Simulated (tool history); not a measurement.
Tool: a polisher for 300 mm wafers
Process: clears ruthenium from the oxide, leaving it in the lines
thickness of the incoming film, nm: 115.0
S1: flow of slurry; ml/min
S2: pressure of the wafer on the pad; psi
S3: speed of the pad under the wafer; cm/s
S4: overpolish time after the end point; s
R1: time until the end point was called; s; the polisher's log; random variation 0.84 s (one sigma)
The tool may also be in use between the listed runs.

| run | hour | S1 | S2 | S3 | S4 | R1 |
|---|---|---|---|---|---|---|
| 1 | 0 | 230 | 2.1 | 116 | 42 | 82.955 |
| 2 | 2 | 230 | 2.1 | 116 | 45 | 79.564 |
| 3 | 5.9 | 230 | 1.7 | 116 | 45 | 97.988 |
| 4 | 8.9 | 265 | 1.7 | 116 | 45 | 97.506 |
| 5 | 11.9 | 230 | 1.7 | 116 | 45 | 99.959 |
| 6 | 19.1 | 230 | 1.9 | 118 | 45 | 87.526 |

Run 7 comes next. What will it give?
| 7 | 21.6 | 230 | 2 | 120 | 45 | ? |

{"run 7": {"R1": 80.728}}
